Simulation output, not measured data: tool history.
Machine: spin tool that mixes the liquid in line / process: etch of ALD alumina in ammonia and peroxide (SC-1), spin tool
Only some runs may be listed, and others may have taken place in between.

| run | hour | temperature setpoint of the liquid (°C) | parts of 29 % ammonia solution to one part of 30 % peroxide (parts by volume) | time under the liquid (s) | thickness taken off the ALD alumina on a monitor wafer (Å) |
|---|---|---|---|---|---|
| 1 | 0.0 | 51.0 | 0.40 | 35 | 18.051 |
| 2 | 1.3 | 51.0 | 0.35 | 35 | 17.775 |
| 3 | 9.8 | 51.0 | 0.30 | 35 | 17.573 |
| 4 | 17.8 | 53.5 | 0.30 | 35 | 19.932 |
| 5 | 18.8 | 53.5 | 0.25 | 35 | 19.625 |
| 6 | 19.9 | 55.5 | 0.25 | 35 | 22.037 |
| 7 | 21.7 | 56.5 | 0.25 | 35 | 23.288 |
| 8 | 28.3 | 56.5 | 0.25 | 35 | 22.968 |
| 9 | 36.7 | 57.5 | 0.25 | 35 | 24.251 |

The next listed run, before its measurement:
| 10 | 44.9 | 58.0 | 0.25 | 35 | ? |

{"run 10": {"thickness taken off the ALD alumina on a monitor wafer (Å)": 24.84}}
